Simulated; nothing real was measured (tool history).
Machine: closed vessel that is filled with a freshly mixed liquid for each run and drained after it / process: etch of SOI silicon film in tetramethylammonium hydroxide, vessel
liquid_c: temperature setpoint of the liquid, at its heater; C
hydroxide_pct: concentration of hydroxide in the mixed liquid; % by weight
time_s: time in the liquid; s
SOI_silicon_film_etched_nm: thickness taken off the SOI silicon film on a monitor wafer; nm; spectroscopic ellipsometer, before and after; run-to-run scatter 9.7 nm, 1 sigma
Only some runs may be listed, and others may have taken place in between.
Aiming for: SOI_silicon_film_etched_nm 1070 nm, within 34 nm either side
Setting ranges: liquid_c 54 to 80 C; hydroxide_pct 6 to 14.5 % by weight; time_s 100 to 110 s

run  hour  liquid_c  hydroxide_pct  time_s  SOI_silicon_film_etched_nm
  1     0        67            9.5     100                      626.91
  2   3.1        65            9.5     100                      555.42
  3  10.8        65            9.5     110                      615.98
  4  13.6        68            9.5     110                      727.19
  5  20.7        68           11.5     110                      689.22
  6  22.9      70.5           11.5     110                      794.83
  7    28      72.5           11.5     110                      891.62
  8  30.9      73.5           11.5     110                      935.04
  9  35.6      74.5           11.5     110                      980.18
 10  40.9        75           11.5     110                      1011.4

Below are 5 possible settings for the next run. Only one of them brings all results inside the allowed miss of their targets. Which is it?
  A  46.2      76.5             10     100                           ?
  B  46.2      74.5             12     110                           ?
  C  46.2      74.5           13.5     110                           ?
  D  46.2      76.5           13.5     100                           ?
  E  46.2      73.5             12     110                           ?

move  SOI_silicon_film_etched_nm
   A                      1089.9
   B                      1002.2
   C                      951.34
   D                      969.03
   E                      946.34
A: in spec on every target
B: its largest miss is bigger than the last run's
C: its largest miss is bigger than the last run's
D: its largest miss is bigger than the last run's
E: its largest miss is bigger than the last run's
So the answer is move A, the one that meets all the targets.
